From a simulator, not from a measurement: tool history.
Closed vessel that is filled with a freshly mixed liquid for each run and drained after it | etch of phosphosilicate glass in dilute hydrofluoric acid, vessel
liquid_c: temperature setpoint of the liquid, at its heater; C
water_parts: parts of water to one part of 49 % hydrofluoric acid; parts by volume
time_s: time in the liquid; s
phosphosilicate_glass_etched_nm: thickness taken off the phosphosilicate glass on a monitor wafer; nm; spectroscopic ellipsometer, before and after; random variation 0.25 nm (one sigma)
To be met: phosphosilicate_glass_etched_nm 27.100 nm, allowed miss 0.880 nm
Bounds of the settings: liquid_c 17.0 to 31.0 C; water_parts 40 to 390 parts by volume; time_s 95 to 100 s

run,hour,liquid_c,water_parts,time_s,phosphosilicate_glass_etched_nm
1,0.0,23.0,215,95,20.046
2,0.6,25.0,215,95,21.576
3,9.1,25.0,215,100,22.512
4,12.5,25.0,215,95,21.599
5,19.0,25.0,275,95,15.741
6,25.3,26.5,275,95,16.545
7,29.2,27.0,265,95,17.601
8,38.0,27.5,255,95,18.715
9,44.1,28.0,245,95,20.127
10,45.9,28.5,240,95,21.233

Which of these 4 next moves meets every target?
A,47.7,28.0,280,95,?
B,47.7,27.5,270,95,?
C,47.7,27.0,295,95,?
D,47.7,27.0,195,100,?

move,phosphosilicate_glass_etched_nm
A,17.119
B,17.645
C,15.465
D,27.479
A: further off than the last run
B: further off than the last run
C: further off than the last run
D: meets every target
Move D is the one to make.
